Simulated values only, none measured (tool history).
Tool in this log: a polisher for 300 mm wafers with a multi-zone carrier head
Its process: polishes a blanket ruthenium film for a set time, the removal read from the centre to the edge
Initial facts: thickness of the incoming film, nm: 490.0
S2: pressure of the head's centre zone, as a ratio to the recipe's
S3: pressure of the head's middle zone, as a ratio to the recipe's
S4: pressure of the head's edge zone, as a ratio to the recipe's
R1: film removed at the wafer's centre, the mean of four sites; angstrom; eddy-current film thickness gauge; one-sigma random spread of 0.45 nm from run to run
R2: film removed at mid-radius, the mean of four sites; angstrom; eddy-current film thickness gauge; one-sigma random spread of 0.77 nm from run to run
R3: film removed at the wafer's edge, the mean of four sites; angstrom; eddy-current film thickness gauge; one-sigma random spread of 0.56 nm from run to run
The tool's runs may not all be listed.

Run 1, day 0: flow of slurry (ml/min) 175, S2 1, S3 1, S4 1, polishing time (s) 62. Result: R1 549.31 angstrom, R2 545.1 angstrom, R3 542.28 angstrom.
Run 2, day 0.142: flow of slurry (ml/min) 180, S2 0.98, S3 1.01, S4 1.03, polishing time (s) 65. Result: R1 573.94 angstrom, R2 581.06 angstrom, R3 576.77 angstrom.
Run 3, day 0.212: flow of slurry (ml/min) 180, S2 1.06, S3 1.01, S4 1.03, polishing time (s) 65. Result: R1 624.35 angstrom, R2 572.31 angstrom, R3 581.54 angstrom.
Run 4, day 0.55: flow of slurry (ml/min) 185, S2 1.03, S3 1.01, S4 1.06, polishing time (s) 67. Result: R1 622.13 angstrom, R2 590.56 angstrom, R3 611.39 angstrom.
Run 5, day 0.917: flow of slurry (ml/min) 185, S2 1.03, S3 0.96, S4 1.06, polishing time (s) 67. Result: R1 618.43 angstrom, R2 568.85 angstrom, R3 612.38 angstrom.
Run 6, day 1.1: flow of slurry (ml/min) 190, S2 1, S3 0.98, S4 1.08, polishing time (s) 69. Result: R1 626.9 angstrom, R2 599.49 angstrom, R3 634.48 angstrom.

The next listed run, before its measurement:
Run 7, day 1.142: flow of slurry (ml/min) 190, S2 0.98, S3 0.99, S4 1.1, polishing time (s) 71. Result: R1 ?, R2 ?, R3 ?.

{"run 7": {"R1": 629.51, "R2": 618.12, "R3": 661.06}}

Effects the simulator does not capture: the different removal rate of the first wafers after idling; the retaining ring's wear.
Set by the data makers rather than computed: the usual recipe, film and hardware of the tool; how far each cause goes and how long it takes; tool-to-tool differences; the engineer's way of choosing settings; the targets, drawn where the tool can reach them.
